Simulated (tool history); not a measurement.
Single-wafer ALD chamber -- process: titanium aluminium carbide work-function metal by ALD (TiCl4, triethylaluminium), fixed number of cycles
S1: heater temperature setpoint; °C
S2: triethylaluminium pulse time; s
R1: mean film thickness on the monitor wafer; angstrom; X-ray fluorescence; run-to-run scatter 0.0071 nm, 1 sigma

run 1 hour=0 | S1=280 S2=7.4 | R1=17.85
run 2 hour=4.2 | S1=290 S2=7.4 | R1=18.471
run 3 hour=11.1 | S1=285 S2=7.15 | R1=18.034
run 4 hour=13.4 | S1=285 S2=5.99 | R1=17.329
run 5 hour=20.7 | S1=283 S2=5.88 | R1=17.066
run 6 hour=21.5 | S1=281 S2=5.81 | R1=16.781

Run 7 has not been measured yet. What should we expect?
run 7 hour=24.2 | S1=280 S2=5.78 | R1=?

Run 7 produced R1 16.652 angstrom.

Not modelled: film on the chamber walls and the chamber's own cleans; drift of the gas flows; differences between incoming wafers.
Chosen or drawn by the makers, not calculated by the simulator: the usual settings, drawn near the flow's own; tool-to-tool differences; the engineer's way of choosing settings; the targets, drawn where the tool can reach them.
